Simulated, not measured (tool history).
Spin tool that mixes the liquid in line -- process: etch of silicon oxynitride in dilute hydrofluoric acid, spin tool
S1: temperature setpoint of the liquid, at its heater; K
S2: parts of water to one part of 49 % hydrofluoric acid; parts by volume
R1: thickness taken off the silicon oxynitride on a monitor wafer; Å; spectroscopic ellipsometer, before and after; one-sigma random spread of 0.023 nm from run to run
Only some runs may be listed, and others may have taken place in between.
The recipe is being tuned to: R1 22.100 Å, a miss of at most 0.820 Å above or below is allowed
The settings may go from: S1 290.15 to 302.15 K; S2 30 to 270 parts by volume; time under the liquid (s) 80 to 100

Run 1, hour 0.0: S1 294.15 K, S2 150 parts by volume, time under the liquid (s) 100. Result: R1 18.312 Å.
Run 2, hour 6.7: S1 294.15 K, S2 200 parts by volume, time under the liquid (s) 100. Result: R1 12.900 Å.
Run 3, hour 9.5: S1 294.15 K, S2 200 parts by volume, time under the liquid (s) 80. Result: R1 10.382 Å.
Run 4, hour 18.0: S1 296.65 K, S2 185 parts by volume, time under the liquid (s) 80. Result: R1 12.601 Å.
Run 5, hour 21.0: S1 297.65 K, S2 165 parts by volume, time under the liquid (s) 80. Result: R1 15.023 Å.
Run 6, hour 27.4: S1 297.65 K, S2 165 parts by volume, time under the liquid (s) 80. Result: R1 14.991 Å.
Run 7, hour 30.3: S1 298.15 K, S2 150 parts by volume, time under the liquid (s) 80. Result: R1 17.150 Å.
Run 8, hour 34.0: S1 298.65 K, S2 140 parts by volume, time under the liquid (s) 80. Result: R1 19.175 Å.
Run 9, hour 39.0: S1 299.15 K, S2 135 parts by volume, time under the liquid (s) 80. Result: R1 20.291 Å.
Run 10, hour 41.0: S1 299.15 K, S2 135 parts by volume, time under the liquid (s) 80. Result: R1 20.447 Å.
Run 11, hour 45.3: S1 299.65 K, S2 135 parts by volume, time under the liquid (s) 80. Result: R1 20.638 Å.
Run 12, hour 51.0: S1 300.15 K, S2 135 parts by volume, time under the liquid (s) 80. Result: R1 21.256 Å.

4 next moves are on the table. One of them brings every result within its allowed miss. Which?
Run A, hour 56.7: S1 301.65 K, S2 155 parts by volume, time under the liquid (s) 90. Result: R1 ?.
Run B, hour 56.7: S1 300.15 K, S2 165 parts by volume, time under the liquid (s) 95. Result: R1 ?.
Run C, hour 56.7: S1 301.65 K, S2 145 parts by volume, time under the liquid (s) 80. Result: R1 ?.
Run D, hour 56.7: S1 298.15 K, S2 130 parts by volume, time under the liquid (s) 80. Result: R1 ?.

move      R1
   A  21.440
   B  19.728
   C  20.560
   D  19.849
A: every result lands within tolerance
B: misses by more than the last run did
C: misses by more than the last run did
D: misses by more than the last run did
Correct choice: A, which meets every target

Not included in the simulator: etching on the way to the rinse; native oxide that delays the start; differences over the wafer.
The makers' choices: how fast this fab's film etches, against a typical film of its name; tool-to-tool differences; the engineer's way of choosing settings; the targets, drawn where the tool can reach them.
